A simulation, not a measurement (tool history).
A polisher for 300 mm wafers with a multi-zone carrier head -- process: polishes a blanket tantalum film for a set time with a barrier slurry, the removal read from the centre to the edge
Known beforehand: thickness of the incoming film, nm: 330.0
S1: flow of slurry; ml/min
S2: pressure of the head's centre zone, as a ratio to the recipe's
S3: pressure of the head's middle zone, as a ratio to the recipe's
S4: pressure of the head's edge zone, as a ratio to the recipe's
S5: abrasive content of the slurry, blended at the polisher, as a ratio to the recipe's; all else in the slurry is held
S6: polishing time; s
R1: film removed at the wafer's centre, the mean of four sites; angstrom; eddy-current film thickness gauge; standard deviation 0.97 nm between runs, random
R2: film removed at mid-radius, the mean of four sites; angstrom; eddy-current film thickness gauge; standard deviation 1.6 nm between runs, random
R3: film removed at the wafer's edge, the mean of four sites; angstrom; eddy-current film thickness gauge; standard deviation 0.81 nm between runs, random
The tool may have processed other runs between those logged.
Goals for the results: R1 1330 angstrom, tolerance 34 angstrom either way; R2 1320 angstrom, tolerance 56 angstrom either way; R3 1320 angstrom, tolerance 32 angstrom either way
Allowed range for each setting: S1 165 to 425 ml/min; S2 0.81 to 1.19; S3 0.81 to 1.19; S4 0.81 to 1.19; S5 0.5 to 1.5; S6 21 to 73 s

run 1 hour=0 | S1=275 S2=1 S3=1 S4=1 S5=1 S6=47 | R1=1156.4 R2=1136.4 R3=1138.3
run 2 hour=3.7 | S1=275 S2=1 S3=1 S4=1.03 S5=1 S6=47 | R1=1154 R2=1125.3 R3=1164.1
run 3 hour=8 | S1=275 S2=1.04 S3=1 S4=1.03 S5=1 S6=47 | R1=1197.1 R2=1119 R3=1146
run 4 hour=16.9 | S1=285 S2=1.04 S3=1.02 S4=1.05 S5=1.05 S6=47 | R1=1220.3 R2=1158.2 R3=1164.4
run 5 hour=17.8 | S1=290 S2=1.04 S3=1.03 S4=1.07 S5=1.1 S6=47 | R1=1233 R2=1196 R3=1204.5
run 6 hour=19.1 | S1=295 S2=1.04 S3=1.04 S4=1.08 S5=1.1 S6=47 | R1=1251.7 R2=1194.5 R3=1204.5
run 7 hour=27 | S1=300 S2=1.04 S3=1.05 S4=1.09 S5=1.1 S6=47 | R1=1247.2 R2=1206.4 R3=1225.3
run 8 hour=31.7 | S1=310 S2=1.04 S3=1.06 S4=1.1 S5=1.1 S6=47 | R1=1241.2 R2=1239.8 R3=1234.8

Exercise: of the 5 proposed moves below, exactly one satisfies all targets within the stated allowed misses. Which move is it?
run A hour=36.4 | S1=290 S2=1.03 S3=0.99 S4=1.1 S5=1.15 S6=47 | R1=? R2=? R3=?
run B hour=36.4 | S1=315 S2=1 S3=1.02 S4=1.03 S5=0.7 S6=58 | R1=? R2=? R3=?
run C hour=36.4 | S1=335 S2=1.05 S3=1.07 S4=1.06 S5=1.1 S6=49 | R1=? R2=? R3=?
run D hour=36.4 | S1=320 S2=0.98 S3=1.05 S4=1.08 S5=1.1 S6=51 | R1=? R2=? R3=?
run E hour=36.4 | S1=250 S2=1.04 S3=0.94 S4=1.1 S5=1.45 S6=49 | R1=? R2=? R3=?

move=A R1=1245.5 R2=1162.6 R3=1232.3
move=B R1=1347.9 R2=1328.1 R3=1325.2
move=C R1=1332 R2=1299.8 R3=1260.9
move=D R1=1287.3 R2=1326.4 R3=1320.9
move=E R1=1348.4 R2=1195.8 R3=1329.8
A: its largest miss is bigger than the last run's
B: every result within its allowed miss
C: closes in on the targets versus the last run, not all within tolerance yet
D: gets the furthest-off result to its target, but another result is out of tolerance
E: gets the furthest-off result to its target, but another result is out of tolerance
Answer: B
